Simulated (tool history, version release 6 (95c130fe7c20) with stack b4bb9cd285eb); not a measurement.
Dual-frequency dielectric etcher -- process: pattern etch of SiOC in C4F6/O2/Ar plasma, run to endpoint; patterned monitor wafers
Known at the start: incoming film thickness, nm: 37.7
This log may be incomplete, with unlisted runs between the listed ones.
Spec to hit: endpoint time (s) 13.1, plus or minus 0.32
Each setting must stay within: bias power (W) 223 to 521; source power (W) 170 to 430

| run | hour | bias power (W) | source power (W) | endpoint time (s) |
|---|---|---|---|---|
| 1 | 0 | 372 | 300 | 15.503 |
| 2 | 7.5 | 413 | 320 | 14.673 |
| 3 | 13.1 | 441 | 330 | 13.904 |
| 4 | 14.5 | 441 | 280 | 14.944 |
| 5 | 19.5 | 441 | 240 | 15.789 |
| 6 | 23.9 | 490 | 240 | 15.098 |
| 7 | 26.4 | 490 | 240 | 15.165 |
| 8 | 34.7 | 501 | 270 | 14.257 |
| 9 | 43.2 | 508 | 290 | 14.087 |
| 10 | 51.7 | 513 | 310 | 13.684 |

Which single option among these 5 for the next run brings every result within its allowed miss of target? Just one does.
| A | 60.2 | 501 | 310 | ? |
| B | 60.2 | 466 | 310 | ? |
| C | 60.2 | 521 | 330 | ? |
| D | 60.2 | 521 | 390 | ? |
| E | 60.2 | 491 | 270 | ? |

| move | endpoint time (s) |
|---|---|
| A | 13.649 |
| B | 14.034 |
| C | 13.148 |
| D | 12.387 |
| E | 14.445 |
A: closes in on the targets versus the last run, not all within tolerance yet
B: the biggest miss grows against the last run
C: hits every target within its allowed miss
D: moves the result that the last run missed by most past its target, out the other side
E: the biggest miss grows against the last run
Answer: C

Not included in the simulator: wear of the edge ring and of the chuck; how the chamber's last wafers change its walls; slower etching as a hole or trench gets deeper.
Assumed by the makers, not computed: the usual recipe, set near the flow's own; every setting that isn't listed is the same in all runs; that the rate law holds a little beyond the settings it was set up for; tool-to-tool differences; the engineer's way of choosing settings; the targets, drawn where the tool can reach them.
